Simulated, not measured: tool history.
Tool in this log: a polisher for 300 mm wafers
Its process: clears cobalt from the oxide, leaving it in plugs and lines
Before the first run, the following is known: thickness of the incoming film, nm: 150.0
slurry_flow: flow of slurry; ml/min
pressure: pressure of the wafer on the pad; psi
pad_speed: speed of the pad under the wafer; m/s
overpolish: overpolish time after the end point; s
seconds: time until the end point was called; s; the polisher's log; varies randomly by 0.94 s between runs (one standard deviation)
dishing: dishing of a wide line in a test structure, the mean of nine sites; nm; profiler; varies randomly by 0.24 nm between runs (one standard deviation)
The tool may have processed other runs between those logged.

run,hour,slurry_flow,pressure,pad_speed,overpolish,seconds,dishing
1,0.0,275,2.3,0.82,18,35.168,49.264
2,2.1,275,2.3,0.72,18,41.515,45.987
3,11.1,275,2.3,0.60,18,48.257,39.764
4,17.3,285,2.3,0.58,16,50.475,35.898
5,21.4,285,2.3,0.58,24,49.847,47.428
6,30.2,285,2.3,0.58,18,50.795,38.377

Estimate the outcome of run 7 from the log above:
7,32.4,305,2.3,0.56,16,?,?

Logged for run 7: seconds 52.436 s, dishing 35.630 nm.

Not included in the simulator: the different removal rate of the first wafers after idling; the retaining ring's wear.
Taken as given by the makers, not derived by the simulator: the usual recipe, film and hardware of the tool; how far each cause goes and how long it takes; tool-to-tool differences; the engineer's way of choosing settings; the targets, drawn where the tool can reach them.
